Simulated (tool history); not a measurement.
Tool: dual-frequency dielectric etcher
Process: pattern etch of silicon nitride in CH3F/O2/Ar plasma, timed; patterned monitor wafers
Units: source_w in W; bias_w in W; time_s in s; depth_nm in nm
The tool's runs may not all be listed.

Run 1, hour 0.0: source_w 480 W, bias_w 100 W, time_s 33.5 s. Result: depth_nm 28.493 nm.
Run 2, hour 5.2: source_w 480 W, bias_w 100 W, time_s 33.5 s. Result: depth_nm 28.279 nm.
Run 3, hour 12.1: source_w 560 W, bias_w 100 W, time_s 33.5 s. Result: depth_nm 30.294 nm.
Run 4, hour 18.9: source_w 560 W, bias_w 100 W, time_s 31.0 s. Result: depth_nm 28.402 nm.
Run 5, hour 26.9: source_w 560 W, bias_w 100 W, time_s 33.5 s. Result: depth_nm 30.914 nm.
Run 6, hour 28.1: source_w 560 W, bias_w 94 W, time_s 33.5 s. Result: depth_nm 29.802 nm.

The next listed run, before its measurement:
Run 7, hour 37.0: source_w 460 W, bias_w 84 W, time_s 33.5 s. Result: depth_nm ?.

Run 7 gave depth_nm 26.914 nm.
